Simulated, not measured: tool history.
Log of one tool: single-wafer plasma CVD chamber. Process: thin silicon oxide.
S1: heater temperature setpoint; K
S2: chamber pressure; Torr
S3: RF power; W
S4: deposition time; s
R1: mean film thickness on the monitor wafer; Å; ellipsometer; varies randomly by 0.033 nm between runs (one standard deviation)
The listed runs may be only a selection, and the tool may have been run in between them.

run  hour      S1     S2   S3    S4      R1
  1   0.0  653.15  0.790  240  4.28  67.456
  2   2.1  653.15  0.758  240  4.28  65.125
  3   8.8  653.15  0.731  240  4.28  61.944
  4  13.3  653.15  0.716  240  4.28  61.718
  5  17.8  653.15  0.699  240  4.28  60.307
  6  19.2  653.15  0.686  240  4.28  59.225

Run 7 comes next. What will it give?
  7  21.4  653.15  0.686  240  4.28   ?

{"run 7": {"R1": 59.137}}

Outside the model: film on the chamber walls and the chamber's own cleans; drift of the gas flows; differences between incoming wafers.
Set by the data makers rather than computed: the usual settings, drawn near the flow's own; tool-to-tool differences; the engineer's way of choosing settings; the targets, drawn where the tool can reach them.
